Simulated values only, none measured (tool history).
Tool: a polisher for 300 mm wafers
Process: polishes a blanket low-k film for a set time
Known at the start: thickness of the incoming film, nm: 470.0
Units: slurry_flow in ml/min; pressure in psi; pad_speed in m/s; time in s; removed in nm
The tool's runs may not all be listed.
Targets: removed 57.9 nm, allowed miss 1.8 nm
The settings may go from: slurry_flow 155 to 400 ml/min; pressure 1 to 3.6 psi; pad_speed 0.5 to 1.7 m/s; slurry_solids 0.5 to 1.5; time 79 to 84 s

| run | day | slurry_flow | pressure | pad_speed | slurry_solids | time | removed |
|---|---|---|---|---|---|---|---|
| 1 | 0 | 255 | 2.3 | 1.1 | 1 | 79 | 35.571 |
| 2 | 0.175 | 260 | 2.7 | 1.1 | 1 | 79 | 39.68 |
| 3 | 0.321 | 260 | 2.7 | 1.32 | 1 | 79 | 45.69 |
| 4 | 0.4 | 260 | 2.9 | 1.32 | 1 | 79 | 47.025 |
| 5 | 0.65 | 260 | 3.1 | 1.34 | 1 | 79 | 50.106 |
| 6 | 0.938 | 265 | 3.3 | 1.36 | 1 | 79 | 54.078 |
| 7 | 1.283 | 265 | 3.4 | 1.36 | 1 | 79 | 54.384 |
| 8 | 1.512 | 265 | 3.5 | 1.36 | 1 | 79 | 55.681 |

5 next moves are on the table. One of them brings every result within its allowed miss. Which?
| A | 1.742 | 250 | 2.8 | 1.38 | 1.05 | 84 | ? |
| B | 1.742 | 280 | 3.5 | 1.3 | 0.95 | 80 | ? |
| C | 1.742 | 245 | 3.6 | 1.32 | 1 | 83 | ? |
| D | 1.742 | 350 | 3.5 | 1.18 | 1.05 | 82 | ? |
| E | 1.742 | 260 | 3.3 | 1.26 | 1.1 | 81 | ? |

| move | removed |
|---|---|
| A | 51.745 |
| B | 52.152 |
| C | 56.791 |
| D | 53.316 |
| E | 53.236 |
A: further off than the last run
B: further off than the last run
C: meets every target
D: further off than the last run
E: further off than the last run
Answer: C
